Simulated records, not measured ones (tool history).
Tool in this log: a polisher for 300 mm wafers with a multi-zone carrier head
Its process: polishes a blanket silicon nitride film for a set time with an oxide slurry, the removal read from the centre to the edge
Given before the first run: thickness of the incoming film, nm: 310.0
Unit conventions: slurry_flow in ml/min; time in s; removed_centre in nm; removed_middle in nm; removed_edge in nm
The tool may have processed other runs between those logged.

| run | hour | slurry_flow | centre_zone | middle_zone | edge_zone | slurry_solids | time | removed_centre | removed_middle | removed_edge |
|---|---|---|---|---|---|---|---|---|---|---|
| 1 | 0 | 155 | 1 | 1 | 1 | 1 | 48 | 18.47 | 18.275 | 18.158 |
| 2 | 5.2 | 150 | 0.98 | 1.01 | 0.99 | 1 | 48 | 18.435 | 18.644 | 18.301 |
| 3 | 10.2 | 165 | 0.98 | 1.01 | 0.99 | 1 | 48 | 18.555 | 18.928 | 18.018 |
| 4 | 15.6 | 165 | 0.98 | 1.01 | 0.91 | 1 | 48 | 18.648 | 19.09 | 17.71 |
| 5 | 17.5 | 165 | 1.02 | 1.01 | 0.91 | 1 | 48 | 19.106 | 18.517 | 17.685 |
| 6 | 22.4 | 160 | 0.99 | 1.01 | 0.91 | 0.95 | 48 | 18.096 | 18.36 | 17.241 |
| 7 | 23.3 | 155 | 0.97 | 1.01 | 0.91 | 0.95 | 48 | 17.592 | 17.925 | 17.28 |
| 8 | 28.2 | 155 | 0.95 | 1.02 | 0.91 | 0.95 | 48 | 17.286 | 18.196 | 17.364 |
| 9 | 37.1 | 155 | 0.94 | 1.03 | 0.91 | 0.95 | 48 | 16.557 | 18.598 | 17.069 |
| 10 | 39.9 | 155 | 0.93 | 1.03 | 0.91 | 0.95 | 48 | 16.834 | 18.582 | 17.015 |

Run 11 comes next. What will it give?
| 11 | 46.6 | 155 | 0.92 | 1.03 | 0.91 | 0.95 | 48 | ? | ? | ? |

Run 11 produced removed_centre 16.31 nm, removed_middle 18.119 nm, removed_edge 17.287 nm.
